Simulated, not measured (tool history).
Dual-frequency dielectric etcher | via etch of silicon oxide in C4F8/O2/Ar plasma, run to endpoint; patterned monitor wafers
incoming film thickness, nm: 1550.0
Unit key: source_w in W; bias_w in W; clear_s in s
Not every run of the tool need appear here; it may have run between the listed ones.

run  hour  source_w  bias_w  clear_s
  1   0.0      2180    1594   300.52
  2   2.0      2180    1451   310.69
  3   6.6      2010    1391   324.74
  4  13.5      1880    1352   330.61
  5  21.4      2040    1352   318.92
  6  26.5      2040    1095   338.10

Run 7 comes next. What will it give?
  7  31.5      1940    1059        ?

{"run 7": {"clear_s": 341.61}}

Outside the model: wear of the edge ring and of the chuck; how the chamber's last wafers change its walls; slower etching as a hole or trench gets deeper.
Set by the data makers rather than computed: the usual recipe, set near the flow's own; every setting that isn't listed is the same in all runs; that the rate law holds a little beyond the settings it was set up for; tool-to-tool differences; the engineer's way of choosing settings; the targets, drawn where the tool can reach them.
